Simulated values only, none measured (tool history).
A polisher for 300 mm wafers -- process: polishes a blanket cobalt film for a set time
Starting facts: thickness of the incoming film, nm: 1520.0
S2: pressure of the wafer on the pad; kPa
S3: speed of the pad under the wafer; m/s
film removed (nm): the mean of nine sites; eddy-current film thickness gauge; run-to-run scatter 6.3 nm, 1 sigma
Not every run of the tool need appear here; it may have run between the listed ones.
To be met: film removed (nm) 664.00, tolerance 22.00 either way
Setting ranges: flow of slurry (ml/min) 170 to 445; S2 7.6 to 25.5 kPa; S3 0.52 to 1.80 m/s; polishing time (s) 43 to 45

Run 1, hour 0.0: flow of slurry (ml/min) 285, S2 16.5 kPa, S3 1.16 m/s, polishing time (s) 43. Result: film removed (nm) 386.76.
Run 2, hour 1.2: flow of slurry (ml/min) 285, S2 16.5 kPa, S3 0.98 m/s, polishing time (s) 43. Result: film removed (nm) 337.12.
Run 3, hour 9.4: flow of slurry (ml/min) 285, S2 16.5 kPa, S3 0.70 m/s, polishing time (s) 43. Result: film removed (nm) 259.29.
Run 4, hour 18.0: flow of slurry (ml/min) 340, S2 16.5 kPa, S3 0.70 m/s, polishing time (s) 43. Result: film removed (nm) 255.60.
Run 5, hour 25.6: flow of slurry (ml/min) 280, S2 16.5 kPa, S3 0.70 m/s, polishing time (s) 43. Result: film removed (nm) 255.83.
Run 6, hour 28.8: flow of slurry (ml/min) 280, S2 16.5 kPa, S3 0.70 m/s, polishing time (s) 45. Result: film removed (nm) 265.65.
Run 7, hour 35.0: flow of slurry (ml/min) 295, S2 20.7 kPa, S3 1.02 m/s, polishing time (s) 45. Result: film removed (nm) 447.78.
Run 8, hour 41.4: flow of slurry (ml/min) 295, S2 20.7 kPa, S3 1.02 m/s, polishing time (s) 45. Result: film removed (nm) 457.88.
Run 9, hour 48.6: flow of slurry (ml/min) 300, S2 24.8 kPa, S3 1.12 m/s, polishing time (s) 45. Result: film removed (nm) 583.94.
Run 10, hour 49.4: flow of slurry (ml/min) 300, S2 24.8 kPa, S3 1.14 m/s, polishing time (s) 45. Result: film removed (nm) 594.47.
Run 11, hour 57.3: flow of slurry (ml/min) 300, S2 24.8 kPa, S3 1.16 m/s, polishing time (s) 45. Result: film removed (nm) 608.77.
Run 12, hour 59.3: flow of slurry (ml/min) 300, S2 24.8 kPa, S3 1.18 m/s, polishing time (s) 45. Result: film removed (nm) 612.44.
Run 13, hour 66.6: flow of slurry (ml/min) 300, S2 24.8 kPa, S3 1.20 m/s, polishing time (s) 45. Result: film removed (nm) 624.00.
At hour 68.4: head pressure recalibrated.
Run 14, hour 68.4: flow of slurry (ml/min) 305, S2 25.5 kPa, S3 1.22 m/s, polishing time (s) 45. Result: film removed (nm) 609.35.
Run 15, hour 70.0: flow of slurry (ml/min) 295, S2 25.5 kPa, S3 1.22 m/s, polishing time (s) 45. Result: film removed (nm) 605.07.
Run 16, hour 70.9: flow of slurry (ml/min) 305, S2 25.5 kPa, S3 1.22 m/s, polishing time (s) 45. Result: film removed (nm) 607.72.
Run 17, hour 78.4: flow of slurry (ml/min) 290, S2 25.5 kPa, S3 1.24 m/s, polishing time (s) 45. Result: film removed (nm) 614.80.
Run 18, hour 81.0: flow of slurry (ml/min) 290, S2 25.5 kPa, S3 1.24 m/s, polishing time (s) 45. Result: film removed (nm) 615.58.
Run 19, hour 85.9: flow of slurry (ml/min) 300, S2 25.5 kPa, S3 1.24 m/s, polishing time (s) 45. Result: film removed (nm) 625.21.

Of the 4 settings listed for the next run, only one would bring every result within its allowed miss of target. Which one?
Run A, hour 90.8: flow of slurry (ml/min) 290, S2 24.8 kPa, S3 1.32 m/s, polishing time (s) 43. Result: film removed (nm) ?.
Run B, hour 90.8: flow of slurry (ml/min) 310, S2 23.4 kPa, S3 1.42 m/s, polishing time (s) 44. Result: film removed (nm) ?.
Run C, hour 90.8: flow of slurry (ml/min) 280, S2 24.8 kPa, S3 1.38 m/s, polishing time (s) 43. Result: film removed (nm) ?.
Run D, hour 90.8: flow of slurry (ml/min) 265, S2 25.5 kPa, S3 1.44 m/s, polishing time (s) 43. Result: film removed (nm) ?.

move  film removed (nm)
   A             611.92
   B             633.70
   C             634.35
   D             673.53
A: its largest miss is bigger than the last run's
B: gains on the last run, yet a result remains outside its allowed miss
C: gains on the last run, yet a result remains outside its allowed miss
D: all results in spec
So the answer is move D, the one that meets all the targets.
